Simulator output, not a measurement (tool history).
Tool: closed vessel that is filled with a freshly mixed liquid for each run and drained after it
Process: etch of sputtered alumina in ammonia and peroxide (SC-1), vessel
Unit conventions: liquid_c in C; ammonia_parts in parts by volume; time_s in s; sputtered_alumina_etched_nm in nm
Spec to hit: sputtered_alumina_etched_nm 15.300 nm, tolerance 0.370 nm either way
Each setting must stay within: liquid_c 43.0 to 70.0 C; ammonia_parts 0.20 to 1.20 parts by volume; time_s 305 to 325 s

| run | hour | liquid_c | ammonia_parts | time_s | sputtered_alumina_etched_nm |
|---|---|---|---|---|---|
| 1 | 0.0 | 59.0 | 0.90 | 305 | 29.279 |
| 2 | 3.4 | 57.5 | 0.90 | 305 | 27.467 |
| 3 | 5.9 | 56.0 | 0.90 | 305 | 25.310 |
| 4 | 12.5 | 56.0 | 0.70 | 305 | 24.635 |
| 5 | 15.9 | 56.0 | 0.45 | 305 | 23.776 |
| 6 | 18.5 | 55.0 | 0.45 | 305 | 22.479 |
| 7 | 24.7 | 54.0 | 0.45 | 305 | 21.370 |
| 8 | 31.4 | 53.0 | 0.45 | 305 | 20.180 |
| 9 | 38.9 | 52.5 | 0.45 | 305 | 19.643 |
| 10 | 44.4 | 52.0 | 0.45 | 305 | 19.044 |
| 11 | 49.9 | 47.0 | 0.45 | 305 | 14.507 |
| 12 | 55.1 | 47.5 | 0.45 | 305 | 14.915 |

Of the 5 settings listed for the next run, only one would bring every result within its allowed miss of target. Which one?
| A | 60.3 | 46.5 | 0.55 | 305 | ? |
| B | 60.3 | 49.0 | 0.50 | 305 | ? |
| C | 60.3 | 48.0 | 0.90 | 305 | ? |
| D | 60.3 | 46.5 | 0.50 | 325 | ? |
| E | 60.3 | 47.5 | 0.30 | 305 | ? |

| move | sputtered_alumina_etched_nm |
|---|---|
| A | 14.323 |
| B | 16.321 |
| C | 16.326 |
| D | 15.124 |
| E | 14.302 |
A: misses by more than the last run did
B: carries the result that was furthest off beyond its target, to the other side
C: carries the result that was furthest off beyond its target, to the other side
D: in spec on every target
E: misses by more than the last run did
D meets every target.
